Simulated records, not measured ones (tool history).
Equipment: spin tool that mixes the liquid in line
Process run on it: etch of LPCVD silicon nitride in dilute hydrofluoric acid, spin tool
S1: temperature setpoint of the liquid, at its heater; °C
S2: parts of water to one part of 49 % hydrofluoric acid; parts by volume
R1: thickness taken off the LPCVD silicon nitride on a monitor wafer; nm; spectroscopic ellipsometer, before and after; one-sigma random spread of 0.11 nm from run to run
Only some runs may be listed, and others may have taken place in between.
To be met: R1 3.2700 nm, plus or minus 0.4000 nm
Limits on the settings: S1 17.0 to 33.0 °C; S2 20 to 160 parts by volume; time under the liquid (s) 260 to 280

{"run": 1, "hour": 0.0, "S1": 25.0, "S2": 90, "time under the liquid (s)": 260, "R1": 1.575}
{"run": 2, "hour": 2.9, "S1": 25.0, "S2": 90, "time under the liquid (s)": 260, "R1": 1.6619}
{"run": 3, "hour": 8.7, "S1": 25.0, "S2": 90, "time under the liquid (s)": 280, "R1": 1.7332}
{"run": 4, "hour": 13.1, "S1": 25.0, "S2": 110, "time under the liquid (s)": 280, "R1": 1.4603}
{"run": 5, "hour": 14.7, "S1": 25.0, "S2": 110, "time under the liquid (s)": 260, "R1": 1.3363}
{"run": 6, "hour": 17.3, "S1": 27.0, "S2": 95, "time under the liquid (s)": 265, "R1": 1.8902}
{"run": 7, "hour": 22.4, "S1": 28.5, "S2": 90, "time under the liquid (s)": 265, "R1": 2.0799}
{"run": 8, "hour": 24.0, "S1": 30.0, "S2": 55, "time under the liquid (s)": 280, "R1": 3.8677}
{"run": 9, "hour": 30.2, "S1": 29.5, "S2": 55, "time under the liquid (s)": 280, "R1": 3.9189}
{"run": 10, "hour": 36.4, "S1": 29.0, "S2": 55, "time under the liquid (s)": 280, "R1": 3.7723}

Exactly one of the 4 candidate moves below puts every result within its allowed miss. Which one?
{"run": "A", "hour": 42.6, "S1": 31.5, "S2": 65, "time under the liquid (s)": 260, "R1": "?"}
{"run": "B", "hour": 42.6, "S1": 30.0, "S2": 50, "time under the liquid (s)": 280, "R1": "?"}
{"run": "C", "hour": 42.6, "S1": 28.5, "S2": 40, "time under the liquid (s)": 265, "R1": "?"}
{"run": "D", "hour": 42.6, "S1": 22.5, "S2": 55, "time under the liquid (s)": 280, "R1": "?"}

move=A R1=3.3178
move=B R1=4.2143
move=C R1=4.5071
move=D R1=2.3348
A: every result lands within tolerance
B: the biggest miss grows against the last run
C: the biggest miss grows against the last run
D: carries the result that was furthest off beyond its target, to the other side
So the answer is move A, the one that meets all the targets.

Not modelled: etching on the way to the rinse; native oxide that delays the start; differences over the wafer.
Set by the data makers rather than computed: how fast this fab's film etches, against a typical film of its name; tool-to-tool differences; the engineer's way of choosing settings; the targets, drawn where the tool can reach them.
